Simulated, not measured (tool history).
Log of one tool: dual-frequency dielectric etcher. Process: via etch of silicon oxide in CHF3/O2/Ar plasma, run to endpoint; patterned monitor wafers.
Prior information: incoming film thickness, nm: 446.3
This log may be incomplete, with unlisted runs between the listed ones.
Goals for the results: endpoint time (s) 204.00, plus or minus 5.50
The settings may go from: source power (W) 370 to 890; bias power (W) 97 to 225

run  hour  source power (W)  bias power (W)  endpoint time (s)
  1   0.0               630             161             239.48
  2   0.7               670             165             229.83
  3   6.2               700             167             223.92
  4   7.8               720             169             218.96
  5  16.2               770             169             214.85
  6  21.1               770             159             215.49
     29.1  -- source power generator calibrated
  7  29.1               780             160             220.50
  8  29.8               800             163             215.08

4 next moves are on the table. One of them brings every result within its allowed miss. Which?
  A  30.5               760             147                  ?
  B  30.5               820             153                  ?
  C  30.5               890             190                  ?
  D  30.5               830             186                  ?

move  endpoint time (s)
   A             228.56
   B             217.56
   C             195.77
   D             203.74
A: its largest miss is bigger than the last run's
B: its largest miss is bigger than the last run's
C: moves the result that the last run missed by most past its target, out the other side
D: every result within its allowed miss
So the answer is move D, the one that meets all the targets.
